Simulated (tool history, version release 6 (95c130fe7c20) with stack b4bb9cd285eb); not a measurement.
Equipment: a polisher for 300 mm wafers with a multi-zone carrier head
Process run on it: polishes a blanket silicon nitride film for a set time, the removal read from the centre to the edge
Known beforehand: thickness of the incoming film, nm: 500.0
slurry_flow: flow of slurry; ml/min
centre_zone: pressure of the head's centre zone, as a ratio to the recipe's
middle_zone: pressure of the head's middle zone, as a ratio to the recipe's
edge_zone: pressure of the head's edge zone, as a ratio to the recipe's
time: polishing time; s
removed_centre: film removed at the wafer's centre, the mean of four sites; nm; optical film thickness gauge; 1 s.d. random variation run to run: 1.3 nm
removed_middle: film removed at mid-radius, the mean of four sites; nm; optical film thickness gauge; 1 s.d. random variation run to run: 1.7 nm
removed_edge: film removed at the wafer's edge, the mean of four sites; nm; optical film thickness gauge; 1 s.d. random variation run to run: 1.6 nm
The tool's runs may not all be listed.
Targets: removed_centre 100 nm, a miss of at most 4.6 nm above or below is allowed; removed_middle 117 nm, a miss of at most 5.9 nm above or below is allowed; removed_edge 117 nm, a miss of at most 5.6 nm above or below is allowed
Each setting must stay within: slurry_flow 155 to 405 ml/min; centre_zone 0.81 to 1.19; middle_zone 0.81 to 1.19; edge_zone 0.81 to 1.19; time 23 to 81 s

run 1 hour=0 | slurry_flow=260 centre_zone=1 middle_zone=1 edge_zone=1 time=52 | removed_centre=83.718 removed_middle=83.094 removed_edge=81.869
run 2 hour=1.1 | slurry_flow=260 centre_zone=0.96 middle_zone=1.02 edge_zone=1.04 time=57 | removed_centre=86.603 removed_middle=90.843 removed_edge=91.027
run 3 hour=5.8 | slurry_flow=260 centre_zone=0.94 middle_zone=1.04 edge_zone=1.07 time=61 | removed_centre=91.88 removed_middle=98.824 removed_edge=100.84
run 4 hour=12.2 | slurry_flow=260 centre_zone=0.94 middle_zone=1.04 edge_zone=1 time=61 | removed_centre=92.38 removed_middle=97.026 removed_edge=95.871
run 5 hour=20.7 | slurry_flow=225 centre_zone=0.94 middle_zone=1.04 edge_zone=1 time=61 | removed_centre=86.953 removed_middle=95.906 removed_edge=92.443
run 6 hour=21.6 | slurry_flow=225 centre_zone=0.94 middle_zone=1.04 edge_zone=0.92 time=61 | removed_centre=90.593 removed_middle=94.662 removed_edge=88.898
run 7 hour=27.7 | slurry_flow=250 centre_zone=0.93 middle_zone=1.06 edge_zone=0.99 time=63 | removed_centre=90.904 removed_middle=102.7 removed_edge=98.647
run 8 hour=36.7 | slurry_flow=280 centre_zone=0.94 middle_zone=1.07 edge_zone=1.02 time=64 | removed_centre=95.221 removed_middle=104.06 removed_edge=103.76

Which single option among these 5 for the next run brings every result within its allowed miss of target? Just one does.
run A hour=45.7 | slurry_flow=305 centre_zone=0.87 middle_zone=1.06 edge_zone=1.07 time=71 | removed_centre=? removed_middle=? removed_edge=?
run B hour=45.7 | slurry_flow=230 centre_zone=0.85 middle_zone=1.19 edge_zone=1 time=76 | removed_centre=? removed_middle=? removed_edge=?
run C hour=45.7 | slurry_flow=355 centre_zone=0.98 middle_zone=1.01 edge_zone=1.03 time=72 | removed_centre=? removed_middle=? removed_edge=?
run D hour=45.7 | slurry_flow=250 centre_zone=1.11 middle_zone=1.02 edge_zone=0.93 time=59 | removed_centre=? removed_middle=? removed_edge=?
run E hour=45.7 | slurry_flow=230 centre_zone=0.92 middle_zone=0.94 edge_zone=0.97 time=70 | removed_centre=? removed_middle=? removed_edge=?

move=A removed_centre=100.12 removed_middle=118.4 removed_edge=114.61
move=B removed_centre=101.32 removed_middle=131.13 removed_edge=115.87
move=C removed_centre=116.13 removed_middle=118.53 removed_edge=115.28
move=D removed_centre=103.97 removed_middle=94.35 removed_edge=87.665
move=E removed_centre=100.97 removed_middle=106.37 removed_edge=105.39
A: each result inside its tolerance
B: corrects the largest miss of the last run, while another result sits out of spec
C: corrects the largest miss of the last run, while another result sits out of spec
D: the biggest miss grows against the last run
E: an improvement on the last run, though not all results are within tolerance
A is the move that brings every result within its allowed miss.
